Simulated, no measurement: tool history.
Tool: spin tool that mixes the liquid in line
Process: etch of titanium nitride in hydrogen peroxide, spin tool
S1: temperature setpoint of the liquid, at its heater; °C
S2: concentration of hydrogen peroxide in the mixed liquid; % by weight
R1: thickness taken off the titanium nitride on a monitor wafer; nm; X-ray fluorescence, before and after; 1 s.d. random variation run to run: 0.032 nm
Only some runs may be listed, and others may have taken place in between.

{"run": 1, "hour": 0.0, "S1": 57, "S2": 17, "time under the liquid (s)": 80, "R1": 9.4969}
{"run": 2, "hour": 1.3, "S1": 62.5, "S2": 17, "time under the liquid (s)": 80, "R1": 13.708}
{"run": 3, "hour": 9.0, "S1": 62.5, "S2": 14, "time under the liquid (s)": 80, "R1": 13.206}
{"run": 4, "hour": 15.5, "S1": 62.5, "S2": 14, "time under the liquid (s)": 80, "R1": 13.185}
{"run": 5, "hour": 24.4, "S1": 62.5, "S2": 12, "time under the liquid (s)": 80, "R1": 12.797}
{"run": 6, "hour": 26.7, "S1": 59.5, "S2": 12, "time under the liquid (s)": 80, "R1": 10.449}

What will run 7 give?
{"run": 7, "hour": 28.1, "S1": 59.5, "S2": 12, "time under the liquid (s)": 80, "R1": "?"}

Run 7 came out at R1 10.283 nm.

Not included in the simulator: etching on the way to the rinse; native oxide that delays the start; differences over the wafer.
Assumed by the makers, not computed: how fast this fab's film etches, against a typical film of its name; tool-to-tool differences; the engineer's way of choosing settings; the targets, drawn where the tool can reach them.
